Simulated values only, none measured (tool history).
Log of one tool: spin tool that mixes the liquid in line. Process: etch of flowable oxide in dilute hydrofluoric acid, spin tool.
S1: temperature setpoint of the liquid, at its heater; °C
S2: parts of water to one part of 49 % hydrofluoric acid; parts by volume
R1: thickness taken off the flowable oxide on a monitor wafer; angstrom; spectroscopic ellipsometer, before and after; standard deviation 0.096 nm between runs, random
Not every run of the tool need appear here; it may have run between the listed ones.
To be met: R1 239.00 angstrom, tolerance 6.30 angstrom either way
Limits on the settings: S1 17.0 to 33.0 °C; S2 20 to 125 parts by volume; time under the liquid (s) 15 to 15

run 1 hour=0.0 | S1=25.0 S2=70 time_under_the_liquid_(s)=15 | R1=107.41
run 2 hour=7.9 | S1=25.0 S2=70 time_under_the_liquid_(s)=15 | R1=107.03
run 3 hour=8.8 | S1=27.0 S2=60 time_under_the_liquid_(s)=15 | R1=137.22
run 4 hour=11.3 | S1=24.0 S2=60 time_under_the_liquid_(s)=15 | R1=120.93
run 5 hour=13.5 | S1=26.0 S2=55 time_under_the_liquid_(s)=15 | R1=144.91
run 6 hour=15.0 | S1=24.5 S2=55 time_under_the_liquid_(s)=15 | R1=136.47
run 7 hour=22.6 | S1=26.5 S2=50 time_under_the_liquid_(s)=15 | R1=164.05
run 8 hour=31.2 | S1=28.0 S2=50 time_under_the_liquid_(s)=15 | R1=173.35
run 9 hour=31.9 | S1=32.0 S2=40 time_under_the_liquid_(s)=15 | R1=256.94
run 10 hour=33.6 | S1=31.5 S2=40 time_under_the_liquid_(s)=15 | R1=252.18

Below are 5 possible settings for the next run. Only one of them brings all results inside the allowed miss of their targets. Which is it?
run A hour=35.3 | S1=28.5 S2=35 time_under_the_liquid_(s)=15 | R1=?
run B hour=35.3 | S1=32.0 S2=40 time_under_the_liquid_(s)=15 | R1=?
run C hour=35.3 | S1=33.0 S2=45 time_under_the_liquid_(s)=15 | R1=?
run D hour=35.3 | S1=33.0 S2=40 time_under_the_liquid_(s)=15 | R1=?
run E hour=35.3 | S1=28.0 S2=35 time_under_the_liquid_(s)=15 | R1=?

move=A R1=258.75
move=B R1=258.07
move=C R1=236.50
move=D R1=268.30
move=E R1=253.59
A: lands further from the targets than the last run did
B: lands further from the targets than the last run did
C: hits every target within its allowed miss
D: lands further from the targets than the last run did
E: lands further from the targets than the last run did
C meets every target.
